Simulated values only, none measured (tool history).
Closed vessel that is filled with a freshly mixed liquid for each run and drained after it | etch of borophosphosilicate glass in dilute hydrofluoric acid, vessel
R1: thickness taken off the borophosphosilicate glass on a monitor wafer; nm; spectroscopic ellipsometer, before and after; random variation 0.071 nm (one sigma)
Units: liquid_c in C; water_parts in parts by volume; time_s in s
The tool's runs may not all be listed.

run 1 hour=0.0 | liquid_c=26.0 water_parts=300 time_s=95 | R1=17.295
run 2 hour=8.1 | liquid_c=25.0 water_parts=305 time_s=95 | R1=16.192
run 3 hour=12.1 | liquid_c=25.0 water_parts=260 time_s=95 | R1=20.126
run 4 hour=19.2 | liquid_c=24.5 water_parts=270 time_s=95 | R1=18.572
run 5 hour=20.3 | liquid_c=24.0 water_parts=280 time_s=95 | R1=17.346
run 6 hour=29.0 | liquid_c=20.5 water_parts=280 time_s=95 | R1=15.425
run 7 hour=32.1 | liquid_c=20.0 water_parts=285 time_s=95 | R1=15.144

The next listed run, before its measurement:
run 8 hour=38.2 | liquid_c=20.0 water_parts=295 time_s=95 | R1=?

Run 8 gave R1 14.265 nm.
